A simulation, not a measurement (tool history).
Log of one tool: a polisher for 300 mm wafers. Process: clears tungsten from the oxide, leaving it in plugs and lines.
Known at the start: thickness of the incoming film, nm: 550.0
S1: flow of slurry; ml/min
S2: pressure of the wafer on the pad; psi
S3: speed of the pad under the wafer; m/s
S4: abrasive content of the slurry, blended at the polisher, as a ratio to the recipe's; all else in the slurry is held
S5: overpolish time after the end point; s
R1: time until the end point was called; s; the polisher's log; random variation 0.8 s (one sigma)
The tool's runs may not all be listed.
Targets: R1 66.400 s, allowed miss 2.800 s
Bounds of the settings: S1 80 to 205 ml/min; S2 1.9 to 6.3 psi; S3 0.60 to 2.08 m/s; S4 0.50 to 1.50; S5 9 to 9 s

{"run": 1, "hour": 0.0, "S1": 135, "S2": 4.1, "S3": 1.34, "S4": 1.0, "S5": 9, "R1": 79.708}
{"run": 2, "hour": 2.5, "S1": 135, "S2": 4.1, "S3": 1.34, "S4": 0.8, "S5": 9, "R1": 82.979}
{"run": 3, "hour": 6.9, "S1": 105, "S2": 4.1, "S3": 1.34, "S4": 0.8, "S5": 9, "R1": 88.553}
{"run": 4, "hour": 8.4, "S1": 110, "S2": 4.2, "S3": 1.34, "S4": 0.8, "S5": 9, "R1": 85.67}
{"run": 5, "hour": 10.7, "S1": 110, "S2": 4.2, "S3": 1.34, "S4": 0.65, "S5": 9, "R1": 90.248}
{"run": 6, "hour": 16.8, "S1": 115, "S2": 4.3, "S3": 1.34, "S4": 0.65, "S5": 9, "R1": 87.074}
{"run": 7, "hour": 24.7, "S1": 120, "S2": 4.4, "S3": 1.34, "S4": 0.65, "S5": 9, "R1": 85.883}
{"run": 8, "hour": 31.9, "S1": 120, "S2": 4.5, "S3": 1.34, "S4": 0.65, "S5": 9, "R1": 85.468}
{"run": 9, "hour": 38.2, "S1": 120, "S2": 4.6, "S3": 1.34, "S4": 0.65, "S5": 9, "R1": 82.895}
{"run": 10, "hour": 38.8, "S1": 120, "S2": 4.7, "S3": 1.34, "S4": 0.65, "S5": 9, "R1": 81.491}
{"run": 11, "hour": 41.2, "S1": 120, "S2": 4.8, "S3": 1.34, "S4": 0.65, "S5": 9, "R1": 79.77}

Which of these 4 next moves meets every target?
{"run": "A", "hour": 43.6, "S1": 110, "S2": 3.8, "S3": 1.34, "S4": 0.65, "S5": 9, "R1": "?"}
{"run": "B", "hour": 43.6, "S1": 90, "S2": 5.5, "S3": 1.58, "S4": 0.55, "S5": 9, "R1": "?"}
{"run": "C", "hour": 43.6, "S1": 95, "S2": 4.7, "S3": 1.24, "S4": 0.5, "S5": 9, "R1": "?"}
{"run": "D", "hour": 43.6, "S1": 120, "S2": 3.8, "S3": 1.22, "S4": 0.65, "S5": 9, "R1": "?"}

move=A R1=95.160
move=B R1=65.426
move=C R1=94.988
move=D R1=102.100
A: further off than the last run
B: meets every target
C: further off than the last run
D: further off than the last run
Move B is the one to make.
